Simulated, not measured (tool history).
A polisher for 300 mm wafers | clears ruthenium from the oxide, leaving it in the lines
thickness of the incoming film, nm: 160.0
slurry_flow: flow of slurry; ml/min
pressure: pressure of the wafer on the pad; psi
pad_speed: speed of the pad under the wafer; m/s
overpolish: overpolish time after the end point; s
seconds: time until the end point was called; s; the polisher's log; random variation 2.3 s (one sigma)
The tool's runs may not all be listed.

run 1 day=0.000 | slurry_flow=135 pressure=2.6 pad_speed=0.76 overpolish=3 | seconds=168.55
run 2 day=0.342 | slurry_flow=135 pressure=2.6 pad_speed=0.58 overpolish=3 | seconds=217.65
run 3 day=0.679 | slurry_flow=135 pressure=2.6 pad_speed=0.40 overpolish=3 | seconds=316.05
run 4 day=0.729 | slurry_flow=105 pressure=2.6 pad_speed=0.40 overpolish=3 | seconds=319.99
run 5 day=0.996 | slurry_flow=105 pressure=2.9 pad_speed=0.40 overpolish=3 | seconds=295.03
run 6 day=1.275 | slurry_flow=105 pressure=2.3 pad_speed=0.40 overpolish=3 | seconds=344.80
run 7 day=1.575 | slurry_flow=105 pressure=2.8 pad_speed=0.42 overpolish=3 | seconds=287.75
run 8 day=1.883 | slurry_flow=105 pressure=3.1 pad_speed=0.42 overpolish=3 | seconds=268.77
run 9 day=2.079 | slurry_flow=105 pressure=3.4 pad_speed=0.42 overpolish=3 | seconds=250.05
run 10 day=2.204 | slurry_flow=110 pressure=3.6 pad_speed=0.42 overpolish=3 | seconds=239.99

The next listed run, before its measurement:
run 11 day=2.371 | slurry_flow=110 pressure=3.7 pad_speed=0.44 overpolish=3 | seconds=?

{"run 11": {"seconds": 223.25}}
